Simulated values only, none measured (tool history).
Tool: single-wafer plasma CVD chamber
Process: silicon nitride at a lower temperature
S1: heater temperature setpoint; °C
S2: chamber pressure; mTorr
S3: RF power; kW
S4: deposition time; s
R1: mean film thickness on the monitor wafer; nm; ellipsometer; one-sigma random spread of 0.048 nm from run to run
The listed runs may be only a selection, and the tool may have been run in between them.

Run 1, hour 0: S1 345 °C, S2 1530 mTorr, S3 0.225 kW, S4 15.1 s. Result: R1 14.359 nm.
Run 2, hour 7.9: S1 345 °C, S2 1530 mTorr, S3 0.195 kW, S4 15.1 s. Result: R1 13.398 nm.
Run 3, hour 8.7: S1 355 °C, S2 1530 mTorr, S3 0.195 kW, S4 15.1 s. Result: R1 13.349 nm.
Run 4, hour 13: S1 346 °C, S2 1530 mTorr, S3 0.195 kW, S4 15.1 s. Result: R1 13.458 nm.
Run 5, hour 20.4: S1 346 °C, S2 1530 mTorr, S3 0.195 kW, S4 14.4 s. Result: R1 12.786 nm.
Run 6, hour 21.4: S1 346 °C, S2 1530 mTorr, S3 0.17 kW, S4 14.4 s. Result: R1 12.032 nm.
Run 7, hour 26.4: S1 346 °C, S2 1620 mTorr, S3 0.19 kW, S4 14.6 s. Result: R1 12.999 nm.
Run 8, hour 32.1: S1 346 °C, S2 1680 mTorr, S3 0.205 kW, S4 14.7 s. Result: R1 13.669 nm.

For run 9, what comes out?
Run 9, hour 40.6: S1 346 °C, S2 1730 mTorr, S3 0.215 kW, S4 14.8 s. Result: R1 ?.

{"run 9": {"R1": 14.227}}

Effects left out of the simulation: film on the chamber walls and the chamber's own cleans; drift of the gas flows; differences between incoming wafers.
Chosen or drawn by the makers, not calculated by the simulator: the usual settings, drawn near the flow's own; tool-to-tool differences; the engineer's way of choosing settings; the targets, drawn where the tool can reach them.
